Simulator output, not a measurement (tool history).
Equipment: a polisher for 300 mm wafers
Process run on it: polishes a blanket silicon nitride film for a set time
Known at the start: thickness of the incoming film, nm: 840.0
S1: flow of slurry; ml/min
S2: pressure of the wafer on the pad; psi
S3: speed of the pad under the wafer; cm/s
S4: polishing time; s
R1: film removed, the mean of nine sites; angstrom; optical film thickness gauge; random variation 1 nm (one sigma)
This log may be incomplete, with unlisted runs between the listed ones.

run 1 day=0.000 | S1=170 S2=3.6 S3=98 S4=46 | R1=716.02
run 2 day=0.321 | S1=170 S2=3.6 S3=82 S4=46 | R1=645.54
run 3 day=0.692 | S1=170 S2=3.6 S3=82 S4=42 | R1=583.85
run 4 day=1.004 | S1=170 S2=3.8 S3=82 S4=42 | R1=614.93
run 5 day=1.325 | S1=170 S2=4.0 S3=82 S4=42 | R1=653.85
run 6 day=1.458 | S1=170 S2=4.0 S3=82 S4=42 | R1=667.52

The next listed run, before its measurement:
run 7 day=1.533 | S1=170 S2=4.1 S3=82 S4=42 | R1=?

{"run 7": {"R1": 657.27}}
